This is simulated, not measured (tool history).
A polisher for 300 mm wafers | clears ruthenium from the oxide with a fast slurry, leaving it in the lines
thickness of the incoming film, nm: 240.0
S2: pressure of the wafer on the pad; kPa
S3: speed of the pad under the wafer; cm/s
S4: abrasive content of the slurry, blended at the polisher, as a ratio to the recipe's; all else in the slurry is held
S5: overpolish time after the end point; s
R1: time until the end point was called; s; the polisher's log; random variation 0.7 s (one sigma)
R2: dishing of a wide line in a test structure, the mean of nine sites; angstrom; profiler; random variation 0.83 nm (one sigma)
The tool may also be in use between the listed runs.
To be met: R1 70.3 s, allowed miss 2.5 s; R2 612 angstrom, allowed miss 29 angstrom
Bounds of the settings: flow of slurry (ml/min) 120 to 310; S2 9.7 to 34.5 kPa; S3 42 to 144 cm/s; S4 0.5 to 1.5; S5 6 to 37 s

{"run": 1, "hour": 0.0, "flow of slurry (ml/min)": 200, "S2": 22.1, "S3": 92, "S4": 1, "S5": 19, "R1": 54.662, "R2": 595.43}
{"run": 2, "hour": 4.3, "flow of slurry (ml/min)": 200, "S2": 18.6, "S3": 92, "S4": 1, "S5": 19, "R1": 64.641, "R2": 487.07}
{"run": 3, "hour": 9.0, "flow of slurry (ml/min)": 200, "S2": 18.6, "S3": 92, "S4": 1, "S5": 20, "R1": 64.765, "R2": 529.8}
{"run": 4, "hour": 15.1, "flow of slurry (ml/min)": 200, "S2": 20.7, "S3": 92, "S4": 1, "S5": 20, "R1": 59.715, "R2": 555.07}
{"run": 5, "hour": 23.2, "flow of slurry (ml/min)": 200, "S2": 16.5, "S3": 92, "S4": 1, "S5": 20, "R1": 75.198, "R2": 479.54}
{"run": 6, "hour": 30.8, "flow of slurry (ml/min)": 200, "S2": 16.5, "S3": 102, "S4": 1, "S5": 20, "R1": 69.131, "R2": 513.19}
{"run": 7, "hour": 31.7, "flow of slurry (ml/min)": 200, "S2": 16.5, "S3": 104, "S4": 1, "S5": 22, "R1": 68.502, "R2": 555.62}
{"run": 8, "hour": 32.3, "flow of slurry (ml/min)": 200, "S2": 16.5, "S3": 104, "S4": 1, "S5": 24, "R1": 68.013, "R2": 595.05}
{"run": 9, "hour": 36.8, "flow of slurry (ml/min)": 195, "S2": 16.5, "S3": 104, "S4": 1, "S5": 25, "R1": 68.426, "R2": 630.9}

Which of these 4 next moves meets every target?
{"run": "A", "hour": 41.3, "flow of slurry (ml/min)": 215, "S2": 15.2, "S3": 118, "S4": 0.9, "S5": 26, "R1": "?", "R2": "?"}
{"run": "B", "hour": 41.3, "flow of slurry (ml/min)": 185, "S2": 16.5, "S3": 110, "S4": 0.85, "S5": 29, "R1": "?", "R2": "?"}
{"run": "C", "hour": 41.3, "flow of slurry (ml/min)": 215, "S2": 13.8, "S3": 134, "S4": 0.9, "S5": 30, "R1": "?", "R2": "?"}
{"run": "D", "hour": 41.3, "flow of slurry (ml/min)": 220, "S2": 13.8, "S3": 110, "S4": 1, "S5": 26, "R1": "?", "R2": "?"}

move=A R1=69.493 R2=613.1
move=B R1=70.578 R2=658.94
move=C R1=69.397 R2=684.64
move=D R1=75.385 R2=575.06
A: meets every target
B: brings the result that was furthest off to its target, and leaves another outside
C: brings the result that was furthest off to its target, and leaves another outside
D: takes the result that was furthest off past its target
Answer: A

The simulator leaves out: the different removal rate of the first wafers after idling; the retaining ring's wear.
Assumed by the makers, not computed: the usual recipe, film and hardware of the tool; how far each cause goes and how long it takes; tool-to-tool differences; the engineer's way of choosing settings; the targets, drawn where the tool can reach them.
